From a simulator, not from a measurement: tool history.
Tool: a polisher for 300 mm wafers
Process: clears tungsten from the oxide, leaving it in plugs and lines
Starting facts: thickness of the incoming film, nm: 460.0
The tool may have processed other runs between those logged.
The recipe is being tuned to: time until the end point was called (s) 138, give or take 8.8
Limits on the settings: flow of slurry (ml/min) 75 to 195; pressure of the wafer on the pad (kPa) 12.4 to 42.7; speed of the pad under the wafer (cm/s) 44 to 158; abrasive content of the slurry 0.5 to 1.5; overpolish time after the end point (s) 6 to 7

run  hour  flow of slurry (ml/min)  pressure of the wafer on the pad (kPa)  speed of the pad under the wafer (cm/s)  abrasive content of the slurry  overpolish time after the end point (s)  time until the end point was called (s)
  1     0                      125                                    27.6                                      100                               1                                        7                                   86.213
  2   5.5                      140                                    27.6                                      100                               1                                        7                                   85.901
  3   6.1                      140                                    25.5                                       98                               1                                        7                                   98.404
  4  10.9                      140                                    24.1                                       98                               1                                        7                                   98.701
  5  16.2                      140                                    24.1                                       98                               1                                        7                                   100.63
  6  23.2                      140                                      20                                       98                               1                                        7                                   119.56
  7  29.6                      140                                    19.3                                       98                               1                                        7                                   117.34
  8  38.3                      135                                    13.8                                       96                               1                                        7                                   167.46
  9  41.5                      140                                    14.5                                       96                               1                                        7                                   154.21
 10  45.5                      150                                    15.2                                       96                               1                                        7                                   147.08

Consider the 5 candidate settings below. Which is the only one whose results all fall within their allowed miss of target?
  A  49.5                      140                                    17.9                                      106                             1.1                                        6                                        ?
  B  49.5                      180                                    17.2                                      104                            1.05                                        6                                        ?
  C  49.5                      150                                    14.5                                       92                               1                                        7                                        ?
  D  49.5                      165                                    13.8                                      130                               1                                        7                                        ?
  E  49.5                      160                                    15.2                                      110                             0.8                                        7                                        ?

move  time until the end point was called (s)
   A                                   119.11
   B                                   122.03
   C                                   161.88
   D                                   123.89
   E                                    139.5
A: the result that was furthest off in the last run now lies on the other side of its target
B: the result that was furthest off in the last run now lies on the other side of its target
C: the biggest miss grows against the last run
D: the result that was furthest off in the last run now lies on the other side of its target
E: hits every target within its allowed miss
So the answer is move E, the one that meets all the targets.

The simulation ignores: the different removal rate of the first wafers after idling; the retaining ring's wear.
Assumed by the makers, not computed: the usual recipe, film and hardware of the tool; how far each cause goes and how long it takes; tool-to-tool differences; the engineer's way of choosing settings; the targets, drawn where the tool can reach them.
